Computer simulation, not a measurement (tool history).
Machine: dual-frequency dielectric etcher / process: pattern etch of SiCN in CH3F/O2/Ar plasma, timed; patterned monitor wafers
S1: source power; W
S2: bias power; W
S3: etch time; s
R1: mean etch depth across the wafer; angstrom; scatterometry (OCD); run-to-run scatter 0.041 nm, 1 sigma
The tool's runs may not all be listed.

{"run": 1, "hour": 0.0, "S1": 290, "S2": 58, "S3": 95, "R1": 271.68}
{"run": 2, "hour": 3.8, "S1": 330, "S2": 58, "S3": 95, "R1": 288.39}
{"run": 3, "hour": 12.1, "S1": 280, "S2": 58, "S3": 95, "R1": 266.08}
{"run": 4, "hour": 13.0, "S1": 280, "S2": 58, "S3": 99, "R1": 278.17}
{"run": 5, "hour": 21.9, "S1": 280, "S2": 58, "S3": 95, "R1": 266.77}
{"run": 6, "hour": 26.6, "S1": 260, "S2": 54, "S3": 95, "R1": 250.47}
{"run": 7, "hour": 28.2, "S1": 240, "S2": 52, "S3": 95, "R1": 237.1}
{"run": 8, "hour": 35.8, "S1": 230, "S2": 51, "S3": 95, "R1": 230.15}
{"run": 9, "hour": 37.7, "S1": 180, "S2": 43, "S3": 95, "R1": 186.65}
{"run": 10, "hour": 38.7, "S1": 190, "S2": 43, "S3": 95, "R1": 194.1}

Forecast run 11:
{"run": 11, "hour": 43.1, "S1": 200, "S2": 43, "S3": 95, "R1": "?"}

R1: 199.54 angstrom

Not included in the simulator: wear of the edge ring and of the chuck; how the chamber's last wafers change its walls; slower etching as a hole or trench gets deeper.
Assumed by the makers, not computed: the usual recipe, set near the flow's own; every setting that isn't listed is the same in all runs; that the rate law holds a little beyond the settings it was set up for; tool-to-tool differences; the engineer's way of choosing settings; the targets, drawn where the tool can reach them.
